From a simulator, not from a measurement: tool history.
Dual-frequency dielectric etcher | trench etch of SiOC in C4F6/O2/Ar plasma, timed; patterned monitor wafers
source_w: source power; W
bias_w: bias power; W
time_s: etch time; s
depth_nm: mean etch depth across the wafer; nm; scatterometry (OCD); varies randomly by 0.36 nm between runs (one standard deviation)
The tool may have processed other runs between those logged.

run 1 hour=0.0 | source_w=450 bias_w=225 time_s=25.5 | depth_nm=58.313
run 2 hour=4.6 | source_w=450 bias_w=256 time_s=25.5 | depth_nm=60.634
run 3 hour=6.2 | source_w=450 bias_w=256 time_s=25.5 | depth_nm=60.828
run 4 hour=11.0 | source_w=450 bias_w=256 time_s=25.5 | depth_nm=60.760
run 5 hour=13.0 | source_w=450 bias_w=229 time_s=25.5 | depth_nm=58.494
run 6 hour=15.7 | source_w=450 bias_w=229 time_s=26.5 | depth_nm=61.634
run 7 hour=18.7 | source_w=430 bias_w=226 time_s=26.5 | depth_nm=59.313
run 8 hour=19.8 | source_w=420 bias_w=225 time_s=26.5 | depth_nm=59.164
run 9 hour=21.8 | source_w=410 bias_w=224 time_s=26.5 | depth_nm=58.859

Forecast run 10:
run 10 hour=25.4 | source_w=400 bias_w=222 time_s=26.5 | depth_nm=?

{"run 10": {"depth_nm": 58.23}}

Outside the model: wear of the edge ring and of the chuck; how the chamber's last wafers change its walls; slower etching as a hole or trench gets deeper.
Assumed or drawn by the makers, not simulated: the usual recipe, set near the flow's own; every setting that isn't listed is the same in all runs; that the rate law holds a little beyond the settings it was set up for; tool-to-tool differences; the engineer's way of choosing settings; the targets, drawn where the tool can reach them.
